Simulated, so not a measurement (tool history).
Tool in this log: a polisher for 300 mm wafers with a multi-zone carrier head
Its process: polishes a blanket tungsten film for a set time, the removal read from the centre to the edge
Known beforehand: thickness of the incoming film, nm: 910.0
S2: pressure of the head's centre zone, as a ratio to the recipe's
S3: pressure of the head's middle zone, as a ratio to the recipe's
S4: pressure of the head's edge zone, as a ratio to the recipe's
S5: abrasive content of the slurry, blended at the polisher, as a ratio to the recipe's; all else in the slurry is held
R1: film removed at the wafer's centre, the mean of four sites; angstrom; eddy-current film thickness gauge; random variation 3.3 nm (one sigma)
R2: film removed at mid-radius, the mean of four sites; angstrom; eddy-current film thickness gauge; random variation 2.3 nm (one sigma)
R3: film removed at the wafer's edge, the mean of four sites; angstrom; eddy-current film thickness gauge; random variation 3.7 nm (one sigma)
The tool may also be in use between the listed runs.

{"run": 1, "hour": 0.0, "flow of slurry (ml/min)": 310, "S2": 1.0, "S3": 1.0, "S4": 1.0, "S5": 1.0, "polishing time (s)": 68, "R1": 2594.2, "R2": 2925.9, "R3": 2804.3}
{"run": 2, "hour": 8.8, "flow of slurry (ml/min)": 315, "S2": 1.03, "S3": 1.0, "S4": 1.04, "S5": 1.15, "polishing time (s)": 70, "R1": 2883.6, "R2": 3158.3, "R3": 3170.1}
{"run": 3, "hour": 11.3, "flow of slurry (ml/min)": 330, "S2": 1.07, "S3": 1.02, "S4": 1.07, "S5": 1.2, "polishing time (s)": 70, "R1": 2992.7, "R2": 3239.0, "R3": 3260.0}
{"run": 4, "hour": 16.5, "flow of slurry (ml/min)": 335, "S2": 1.1, "S3": 1.03, "S4": 1.08, "S5": 1.3, "polishing time (s)": 71, "R1": 3202.9, "R2": 3402.2, "R3": 3326.3}
{"hour": 19.0, "done": "centre zone pressure recalibrated"}
{"run": 5, "hour": 19.0, "flow of slurry (ml/min)": 340, "S2": 1.11, "S3": 1.03, "S4": 1.1, "S5": 1.35, "polishing time (s)": 72, "R1": 3571.7, "R2": 3444.8, "R3": 3469.6}
{"run": 6, "hour": 22.5, "flow of slurry (ml/min)": 345, "S2": 1.09, "S3": 1.04, "S4": 1.12, "S5": 1.35, "polishing time (s)": 72, "R1": 3519.2, "R2": 3508.3, "R3": 3506.2}
{"run": 7, "hour": 28.9, "flow of slurry (ml/min)": 345, "S2": 1.07, "S3": 1.04, "S4": 1.14, "S5": 1.35, "polishing time (s)": 73, "R1": 3542.0, "R2": 3579.3, "R3": 3581.1}
{"run": 8, "hour": 36.5, "flow of slurry (ml/min)": 345, "S2": 1.07, "S3": 1.04, "S4": 1.14, "S5": 1.35, "polishing time (s)": 73, "R1": 3487.5, "R2": 3567.7, "R3": 3536.7}

Forecast run 9:
{"run": 9, "hour": 39.1, "flow of slurry (ml/min)": 340, "S2": 1.05, "S3": 1.03, "S4": 1.15, "S5": 1.4, "polishing time (s)": 74, "R1": "?", "R2": "?", "R3": "?"}

{"run 9": {"R1": 3520.0, "R2": 3638.0, "R3": 3642.1}}
